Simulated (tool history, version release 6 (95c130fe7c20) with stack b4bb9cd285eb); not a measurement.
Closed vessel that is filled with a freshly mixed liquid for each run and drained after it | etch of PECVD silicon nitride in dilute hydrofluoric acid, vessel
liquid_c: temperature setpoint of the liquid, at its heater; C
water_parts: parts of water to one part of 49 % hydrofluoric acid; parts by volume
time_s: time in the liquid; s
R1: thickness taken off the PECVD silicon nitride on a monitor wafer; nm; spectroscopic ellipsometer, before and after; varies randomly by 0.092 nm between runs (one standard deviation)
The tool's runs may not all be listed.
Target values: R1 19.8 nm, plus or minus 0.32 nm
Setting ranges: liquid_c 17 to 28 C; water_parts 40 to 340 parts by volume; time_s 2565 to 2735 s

{"run": 1, "hour": 0.0, "liquid_c": 20, "water_parts": 190, "time_s": 2565, "R1": 26.066}
{"run": 2, "hour": 6.1, "liquid_c": 19, "water_parts": 195, "time_s": 2565, "R1": 23.623}
{"run": 3, "hour": 15.1, "liquid_c": 18.5, "water_parts": 195, "time_s": 2565, "R1": 22.965}
{"run": 4, "hour": 20.2, "liquid_c": 18, "water_parts": 200, "time_s": 2565, "R1": 21.693}
{"run": 5, "hour": 28.1, "liquid_c": 18, "water_parts": 200, "time_s": 2565, "R1": 21.509}
{"run": 6, "hour": 36.2, "liquid_c": 18, "water_parts": 200, "time_s": 2565, "R1": 21.711}
{"run": 7, "hour": 40.8, "liquid_c": 18, "water_parts": 200, "time_s": 2565, "R1": 21.628}
{"run": 8, "hour": 50.2, "liquid_c": 17.5, "water_parts": 200, "time_s": 2565, "R1": 20.832}
{"run": 9, "hour": 58.4, "liquid_c": 17, "water_parts": 200, "time_s": 2565, "R1": 20.262}

Consider the 5 candidate settings below. Which is the only one whose results all fall within their allowed miss of target?
{"run": "A", "hour": 66.6, "liquid_c": 17, "water_parts": 205, "time_s": 2650, "R1": "?"}
{"run": "B", "hour": 66.6, "liquid_c": 17.5, "water_parts": 225, "time_s": 2700, "R1": "?"}
{"run": "C", "hour": 66.6, "liquid_c": 17, "water_parts": 205, "time_s": 2680, "R1": "?"}
{"run": "D", "hour": 66.6, "liquid_c": 17, "water_parts": 215, "time_s": 2595, "R1": "?"}
{"run": "E", "hour": 66.6, "liquid_c": 21, "water_parts": 280, "time_s": 2595, "R1": "?"}

move=A R1=20.273
move=B R1=19.537
move=C R1=20.502
move=D R1=18.967
move=E R1=19.086
A: neither nearer nor further off than the last run
B: meets every target
C: its largest miss is bigger than the last run's
D: carries the result that was furthest off beyond its target, to the other side
E: carries the result that was furthest off beyond its target, to the other side
The right move is B.
